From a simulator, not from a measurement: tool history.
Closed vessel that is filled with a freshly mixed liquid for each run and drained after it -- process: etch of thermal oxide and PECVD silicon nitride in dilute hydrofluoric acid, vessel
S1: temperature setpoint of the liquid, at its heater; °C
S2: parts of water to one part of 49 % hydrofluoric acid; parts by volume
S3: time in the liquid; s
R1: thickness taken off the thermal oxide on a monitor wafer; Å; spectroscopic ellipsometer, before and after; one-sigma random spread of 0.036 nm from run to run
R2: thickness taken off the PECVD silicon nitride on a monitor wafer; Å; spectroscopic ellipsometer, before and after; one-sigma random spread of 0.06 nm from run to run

Run 1, hour 0: S1 21 °C, S2 160 parts by volume, S3 290 s. Result: R1 69.817 Å, R2 85.231 Å.
Run 2, hour 2.9: S1 21 °C, S2 115 parts by volume, S3 290 s. Result: R1 101.75 Å, R2 119.18 Å.
Run 3, hour 10.8: S1 22 °C, S2 115 parts by volume, S3 290 s. Result: R1 105.57 Å, R2 126.89 Å.
Run 4, hour 14.1: S1 22 °C, S2 125 parts by volume, S3 295 s. Result: R1 97.935 Å, R2 119.74 Å.
Run 5, hour 18.4: S1 25 °C, S2 125 parts by volume, S3 295 s. Result: R1 110.2 Å, R2 146.18 Å.
Run 6, hour 20.9: S1 27.5 °C, S2 125 parts by volume, S3 295 s. Result: R1 122.27 Å, R2 170.63 Å.
Run 7, hour 24.3: S1 27 °C, S2 135 parts by volume, S3 300 s. Result: R1 109.94 Å, R2 156.94 Å.
Run 8, hour 28.8: S1 26.5 °C, S2 145 parts by volume, S3 305 s. Result: R1 100.42 Å, R2 141.56 Å.
Run 9, hour 35.7: S1 26 °C, S2 150 parts by volume, S3 310 s. Result: R1 97.545 Å, R2 133.98 Å.
Run 10, hour 42.8: S1 26 °C, S2 155 parts by volume, S3 310 s. Result: R1 93.549 Å, R2 132.51 Å.
Run 11, hour 43.7: S1 25.5 °C, S2 160 parts by volume, S3 315 s. Result: R1 89.103 Å, R2 125.03 Å.
Run 12, hour 51.5: S1 25 °C, S2 165 parts by volume, S3 320 s. Result: R1 85.642 Å, R2 120.05 Å.
Run 13, hour 59.6: S1 24.5 °C, S2 170 parts by volume, S3 325 s. Result: R1 82.725 Å, R2 115.06 Å.
Run 14, hour 63.5: S1 24 °C, S2 175 parts by volume, S3 330 s. Result: R1 79.265 Å, R2 109.85 Å.
Run 15, hour 68.5: S1 23.5 °C, S2 180 parts by volume, S3 335 s. Result: R1 76.747 Å, R2 104.77 Å.
Run 16, hour 71.8: S1 23.5 °C, S2 185 parts by volume, S3 335 s. Result: R1 74.572 Å, R2 101.15 Å.
Run 17, hour 80.7: S1 23.5 °C, S2 190 parts by volume, S3 335 s. Result: R1 71.092 Å, R2 99.167 Å.
Run 18, hour 85.8: S1 23 °C, S2 190 parts by volume, S3 335 s. Result: R1 69.928 Å, R2 96.401 Å.
Run 19, hour 90.1: S1 22 °C, S2 205 parts by volume, S3 345 s. Result: R1 63.782 Å, R2 85.592 Å.

Forecast run 20:
Run 20, hour 95.4: S1 22 °C, S2 215 parts by volume, S3 350 s. Result: R1 ?, R2 ?.

Run 20 yielded R1 61.738 Å, R2 82.838 Å.
